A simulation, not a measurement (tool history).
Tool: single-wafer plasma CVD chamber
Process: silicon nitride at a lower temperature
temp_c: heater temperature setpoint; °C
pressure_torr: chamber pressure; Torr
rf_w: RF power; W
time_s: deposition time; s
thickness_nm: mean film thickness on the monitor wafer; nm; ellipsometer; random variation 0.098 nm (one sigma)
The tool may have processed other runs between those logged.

| run | day | temp_c | pressure_torr | rf_w | time_s | thickness_nm |
|---|---|---|---|---|---|---|
| 1 | 0 | 330 | 1.22 | 335 | 22.4 | 26.992 |
| 2 | 0.233 | 330 | 1.15 | 330 | 22.4 | 26.151 |
| 3 | 0.358 | 330 | 1.09 | 325 | 22.4 | 25.245 |
| 4 | 0.475 | 330 | 1.04 | 325 | 22.4 | 24.778 |
| 5 | 0.804 | 330 | 1 | 325 | 22.4 | 24.175 |
| 6 | 0.896 | 330 | 1 | 365 | 22.4 | 26.223 |
| 7 | 1.1 | 330 | 0.96 | 360 | 22.4 | 25.323 |
| 8 | 1.446 | 330 | 0.92 | 355 | 22.4 | 24.651 |
| 9 | 1.804 | 330 | 0.89 | 355 | 22.4 | 24.301 |
| 10 | 2.133 | 330 | 0.86 | 355 | 22.4 | 23.714 |
| 11 | 2.471 | 330 | 0.84 | 355 | 22.4 | 23.564 |
| 12 | 2.738 | 330 | 0.82 | 355 | 22.4 | 23.102 |

Forecast run 13:
| 13 | 2.967 | 330 | 0.81 | 355 | 22.4 | ? |

{"run 13": {"thickness_nm": 22.921}}
